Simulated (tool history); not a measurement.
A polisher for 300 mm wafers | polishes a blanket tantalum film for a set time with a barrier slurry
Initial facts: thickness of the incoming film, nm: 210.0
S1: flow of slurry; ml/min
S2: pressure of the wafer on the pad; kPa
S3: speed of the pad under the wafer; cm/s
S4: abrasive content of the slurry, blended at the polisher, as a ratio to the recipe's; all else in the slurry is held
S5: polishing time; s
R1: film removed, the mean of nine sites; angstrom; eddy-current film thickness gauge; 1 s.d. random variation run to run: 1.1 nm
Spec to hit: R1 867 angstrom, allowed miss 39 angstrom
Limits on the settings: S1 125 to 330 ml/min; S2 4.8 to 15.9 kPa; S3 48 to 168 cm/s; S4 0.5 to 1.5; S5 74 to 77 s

run,hour,S1,S2,S3,S4,S5,R1
1,0,210,10.3,108,1,74,1240.1
2,2.6,210,10.3,122,1,74,1363.1
3,10.8,210,10.3,134,1,74,1511.4
4,12.3,210,9,132,1,74,1278
5,17,210,9,132,1.15,74,1300.6
6,23.6,170,9,132,1.15,74,1292.8
7,31,170,7.6,132,1.15,74,1096.3
8,34.3,170,5.5,130,1.15,74,791.83

4 candidate next runs follow, results not yet known. Just one meets every target within its allowed miss. Identify it.
A,37.6,170,6.2,122,1.05,77,?
B,37.6,175,4.8,128,1.15,74,?
C,37.6,160,6.9,92,1.15,77,?
D,37.6,170,5.5,118,1.4,74,?

move,R1
A,866.81
B,701.42
C,752.72
D,764.66
A: all results in spec
B: moves away from the targets compared with the last run
C: moves away from the targets compared with the last run
D: moves away from the targets compared with the last run
The move that meets every target is A.

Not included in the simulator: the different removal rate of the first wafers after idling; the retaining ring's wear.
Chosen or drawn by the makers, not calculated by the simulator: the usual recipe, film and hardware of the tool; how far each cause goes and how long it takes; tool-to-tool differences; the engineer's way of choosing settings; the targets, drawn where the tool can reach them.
